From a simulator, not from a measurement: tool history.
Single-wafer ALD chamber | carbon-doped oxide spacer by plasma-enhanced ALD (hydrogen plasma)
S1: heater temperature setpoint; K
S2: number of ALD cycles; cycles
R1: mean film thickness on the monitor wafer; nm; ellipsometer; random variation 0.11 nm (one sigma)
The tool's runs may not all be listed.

{"run": 1, "day": 0.0, "S1": 693.15, "S2": 665, "R1": 29.601}
{"run": 2, "day": 0.221, "S1": 693.15, "S2": 752, "R1": 33.514}
{"run": 3, "day": 0.483, "S1": 699.15, "S2": 657, "R1": 28.369}
{"run": 4, "day": 0.775, "S1": 704.15, "S2": 607, "R1": 25.846}
{"run": 5, "day": 1.025, "S1": 713.15, "S2": 607, "R1": 25.221}
{"run": 6, "day": 1.167, "S1": 714.15, "S2": 573, "R1": 23.34}
{"run": 7, "day": 1.517, "S1": 715.15, "S2": 558, "R1": 22.77}

The next listed run, before its measurement:
{"run": 8, "day": 1.808, "S1": 716.15, "S2": 547, "R1": "?"}

R1: 22.357 nm
